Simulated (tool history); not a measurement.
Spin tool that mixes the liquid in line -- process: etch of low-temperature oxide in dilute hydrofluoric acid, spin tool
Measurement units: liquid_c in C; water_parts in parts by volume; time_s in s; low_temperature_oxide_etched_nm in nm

run	day	liquid_c	water_parts	time_s	low_temperature_oxide_etched_nm
1	0	25	270	300	20.995
2	0.179	25	200	300	30.591
3	0.533	25	200	320	32.729
4	0.725	26.5	200	320	34.161
5	0.788	25.5	215	320	30.627
6	0.854	25.5	180	320	37.155

Forecast run 7:
7	1.167	24.5	195	320	?

{"run 7": {"low_temperature_oxide_etched_nm": 33.238}}
